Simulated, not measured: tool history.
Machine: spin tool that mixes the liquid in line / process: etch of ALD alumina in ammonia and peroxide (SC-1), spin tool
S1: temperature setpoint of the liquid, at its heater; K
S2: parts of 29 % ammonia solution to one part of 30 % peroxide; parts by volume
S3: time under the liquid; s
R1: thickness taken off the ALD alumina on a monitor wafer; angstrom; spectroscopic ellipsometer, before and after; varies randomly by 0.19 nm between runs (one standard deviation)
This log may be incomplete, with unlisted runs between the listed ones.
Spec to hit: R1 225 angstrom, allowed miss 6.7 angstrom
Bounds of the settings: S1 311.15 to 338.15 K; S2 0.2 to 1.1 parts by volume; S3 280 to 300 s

run	hour	S1	S2	S3	R1
1	0	322.15	0.6	280	133.79
2	1.4	325.15	0.6	280	158.75
3	5	325.15	0.75	280	159.83
4	13	327.15	0.75	280	181.54
5	14.4	327.15	0.75	300	192.36
6	20	323.15	0.75	300	157.37
7	22.5	325.15	0.75	300	173.78
8	30.7	326.65	0.75	300	186.96
9	34.3	327.65	0.75	300	198.32
10	35.8	328.65	0.75	300	207.15
11	40.8	330.65	0.75	300	232.5

Below are 5 possible settings for the next run. Only one of them brings all results inside the allowed miss of their targets. Which is it?
A	45.8	331.15	0.7	300	?
B	45.8	331.15	0.75	280	?
C	45.8	333.15	0.65	280	?
D	45.8	332.15	0.85	280	?
E	45.8	332.15	0.55	295	?

move	R1
A	232.77
B	218.68
C	239.23
D	233.05
E	235.64
A: roughly where the last run was
B: in spec on every target
C: moves away from the targets compared with the last run
D: moves away from the targets compared with the last run
E: moves away from the targets compared with the last run
Go with B: it meets all targets.

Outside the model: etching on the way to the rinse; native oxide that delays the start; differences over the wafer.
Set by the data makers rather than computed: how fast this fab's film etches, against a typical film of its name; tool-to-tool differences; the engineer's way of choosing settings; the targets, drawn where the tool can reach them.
